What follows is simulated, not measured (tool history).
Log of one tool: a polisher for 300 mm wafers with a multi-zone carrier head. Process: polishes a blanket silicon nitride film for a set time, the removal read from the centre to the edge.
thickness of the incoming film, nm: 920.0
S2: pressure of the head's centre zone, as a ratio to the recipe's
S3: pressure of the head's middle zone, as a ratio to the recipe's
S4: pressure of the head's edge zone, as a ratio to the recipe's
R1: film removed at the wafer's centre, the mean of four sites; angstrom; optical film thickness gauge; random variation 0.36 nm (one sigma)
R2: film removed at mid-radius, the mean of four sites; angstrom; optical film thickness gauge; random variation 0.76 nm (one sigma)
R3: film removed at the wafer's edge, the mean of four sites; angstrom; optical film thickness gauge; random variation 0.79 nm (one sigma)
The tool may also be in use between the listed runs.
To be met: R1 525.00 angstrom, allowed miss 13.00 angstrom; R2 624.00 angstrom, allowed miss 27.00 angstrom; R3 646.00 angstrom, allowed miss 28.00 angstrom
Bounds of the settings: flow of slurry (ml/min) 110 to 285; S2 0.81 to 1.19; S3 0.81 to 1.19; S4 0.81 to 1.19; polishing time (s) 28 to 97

{"run": 1, "hour": 0.0, "flow of slurry (ml/min)": 180, "S2": 1.0, "S3": 1.0, "S4": 1.0, "polishing time (s)": 62, "R1": 758.17, "R2": 775.9, "R3": 807.6}
{"run": 2, "hour": 3.4, "flow of slurry (ml/min)": 170, "S2": 0.97, "S3": 0.99, "S4": 0.98, "polishing time (s)": 60, "R1": 704.15, "R2": 743.13, "R3": 749.17}
{"run": 3, "hour": 4.4, "flow of slurry (ml/min)": 160, "S2": 0.94, "S3": 0.97, "S4": 0.99, "polishing time (s)": 59, "R1": 664.34, "R2": 707.76, "R3": 738.58}
{"run": 4, "hour": 7.8, "flow of slurry (ml/min)": 160, "S2": 1.01, "S3": 0.97, "S4": 0.99, "polishing time (s)": 59, "R1": 712.58, "R2": 709.74, "R3": 726.62}
{"run": 5, "hour": 8.4, "flow of slurry (ml/min)": 150, "S2": 0.97, "S3": 0.96, "S4": 0.99, "polishing time (s)": 58, "R1": 663.8, "R2": 670.98, "R3": 711.27}
{"run": 6, "hour": 8.9, "flow of slurry (ml/min)": 110, "S2": 0.97, "S3": 0.96, "S4": 0.99, "polishing time (s)": 58, "R1": 588.18, "R2": 610.93, "R3": 657.83}
{"run": 7, "hour": 17.5, "flow of slurry (ml/min)": 110, "S2": 0.95, "S3": 0.97, "S4": 0.99, "polishing time (s)": 58, "R1": 571.17, "R2": 591.04, "R3": 663.34}
{"hour": 23.3, "done": "slurry nozzle cleaned"}
{"run": 8, "hour": 23.3, "flow of slurry (ml/min)": 110, "S2": 0.93, "S3": 0.99, "S4": 0.97, "polishing time (s)": 58, "R1": 628.01, "R2": 672.16, "R3": 708.18}
{"run": 9, "hour": 27.2, "flow of slurry (ml/min)": 120, "S2": 0.91, "S3": 0.98, "S4": 0.97, "polishing time (s)": 56, "R1": 600.64, "R2": 648.89, "R3": 705.55}
{"run": 10, "hour": 31.9, "flow of slurry (ml/min)": 125, "S2": 0.92, "S3": 1.01, "S4": 0.99, "polishing time (s)": 54, "R1": 591.28, "R2": 672.97, "R3": 683.06}
{"run": 11, "hour": 37.5, "flow of slurry (ml/min)": 125, "S2": 0.92, "S3": 1.01, "S4": 1.0, "polishing time (s)": 53, "R1": 585.93, "R2": 645.57, "R3": 662.88}
{"run": 12, "hour": 41.0, "flow of slurry (ml/min)": 125, "S2": 0.9, "S3": 1.01, "S4": 1.01, "polishing time (s)": 52, "R1": 558.24, "R2": 637.93, "R3": 653.95}
{"run": 13, "hour": 44.1, "flow of slurry (ml/min)": 125, "S2": 0.89, "S3": 1.01, "S4": 1.01, "polishing time (s)": 52, "R1": 554.6, "R2": 636.66, "R3": 659.19}

5 next moves are on the table. One of them brings every result within its allowed miss. Which?
{"run": "A", "hour": 47.2, "flow of slurry (ml/min)": 135, "S2": 0.93, "S3": 0.89, "S4": 0.96, "polishing time (s)": 53, "R1": "?", "R2": "?", "R3": "?"}
{"run": "B", "hour": 47.2, "flow of slurry (ml/min)": 135, "S2": 0.89, "S3": 0.98, "S4": 1.03, "polishing time (s)": 51, "R1": "?", "R2": "?", "R3": "?"}
{"run": "C", "hour": 47.2, "flow of slurry (ml/min)": 165, "S2": 0.84, "S3": 1.01, "S4": 1.0, "polishing time (s)": 51, "R1": "?", "R2": "?", "R3": "?"}
{"run": "D", "hour": 47.2, "flow of slurry (ml/min)": 110, "S2": 0.9, "S3": 0.98, "S4": 1.0, "polishing time (s)": 56, "R1": "?", "R2": "?", "R3": "?"}
{"run": "E", "hour": 47.2, "flow of slurry (ml/min)": 120, "S2": 0.87, "S3": 1.03, "S4": 1.03, "polishing time (s)": 51, "R1": "?", "R2": "?", "R3": "?"}

move=A R1=603.27 R2=590.05 R3=663.32
move=B R1=555.69 R2=615.41 R3=659.51
move=C R1=551.08 R2=660.01 R3=670.75
move=D R1=577.74 R2=637.77 R3=685.79
move=E R1=524.22 R2=622.03 R3=644.75
A: further off than the last run
B: as far off as the last run
C: nearer than the last run, and not there yet
D: further off than the last run
E: meets every target
The right move is E.

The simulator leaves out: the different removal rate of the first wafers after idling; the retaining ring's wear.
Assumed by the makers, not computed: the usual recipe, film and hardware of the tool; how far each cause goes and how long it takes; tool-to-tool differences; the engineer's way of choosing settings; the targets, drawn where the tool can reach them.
